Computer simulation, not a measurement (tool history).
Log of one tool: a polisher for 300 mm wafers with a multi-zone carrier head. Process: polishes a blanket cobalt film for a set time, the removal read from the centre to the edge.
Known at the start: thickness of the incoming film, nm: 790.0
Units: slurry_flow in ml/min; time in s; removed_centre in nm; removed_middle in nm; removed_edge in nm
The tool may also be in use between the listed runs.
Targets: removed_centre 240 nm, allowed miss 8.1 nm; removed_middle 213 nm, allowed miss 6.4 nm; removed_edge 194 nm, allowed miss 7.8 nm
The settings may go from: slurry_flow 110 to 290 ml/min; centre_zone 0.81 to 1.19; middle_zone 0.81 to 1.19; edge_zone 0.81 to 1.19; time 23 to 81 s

| run | day | slurry_flow | centre_zone | middle_zone | edge_zone | time | removed_centre | removed_middle | removed_edge |
|---|---|---|---|---|---|---|---|---|---|
| 1 | 0 | 185 | 1 | 1 | 1 | 52 | 261.23 | 254.89 | 240.87 |
| 2 | 0.175 | 200 | 1 | 1 | 1 | 52 | 258.75 | 259.95 | 243.7 |
| 3 | 0.258 | 200 | 1 | 1 | 1.04 | 52 | 258 | 260.61 | 252.12 |
| 4 | 0.558 | 200 | 1 | 0.94 | 1.04 | 52 | 259.83 | 248.77 | 246.71 |
| 5 | 0.746 | 200 | 1 | 0.94 | 0.97 | 52 | 258.25 | 252.28 | 245.14 |
| 6 | 0.825 | 185 | 1.02 | 0.95 | 0.95 | 50 | 248.1 | 240.94 | 229.55 |
| 7 | 0.942 | 175 | 1.05 | 0.95 | 0.93 | 49 | 249.08 | 230.69 | 223.16 |
| 8 | 1.229 | 165 | 1.07 | 0.96 | 0.9 | 48 | 244.99 | 227.17 | 214.12 |
| 9 | 1.45 | 160 | 1.09 | 0.96 | 0.88 | 47 | 240.97 | 217.59 | 202.92 |
|  | 1.575 | worn pad replaced by a new one |
| 10 | 1.575 | 155 | 1.1 | 0.96 | 0.87 | 47 | 263.78 | 229.1 | 213.93 |
| 11 | 1.792 | 155 | 1.1 | 0.96 | 0.86 | 46 | 257.85 | 229.84 | 210.42 |
| 12 | 2.029 | 150 | 1.1 | 0.96 | 0.85 | 45 | 247.46 | 220.12 | 204.3 |

Which of these 5 next moves meets every target?
| A | 2.267 | 270 | 1.06 | 0.94 | 0.82 | 42 | ? | ? | ? |
| B | 2.267 | 165 | 0.99 | 0.86 | 0.94 | 45 | ? | ? | ? |
| C | 2.267 | 110 | 1.13 | 0.99 | 0.81 | 46 | ? | ? | ? |
| D | 2.267 | 150 | 1.15 | 0.91 | 0.89 | 48 | ? | ? | ? |
| E | 2.267 | 120 | 1.07 | 0.81 | 0.9 | 48 | ? | ? | ? |

| move | removed_centre | removed_middle | removed_edge |
|---|---|---|---|
| A | 245.02 | 224.33 | 204.26 |
| B | 225.56 | 212.64 | 220.44 |
| C | 234.38 | 211.67 | 195.59 |
| D | 273.65 | 229.06 | 225.88 |
| E | 238.51 | 203.46 | 218.29 |
A: further off than the last run
B: further off than the last run
C: meets every target
D: further off than the last run
E: further off than the last run
The right move is C.
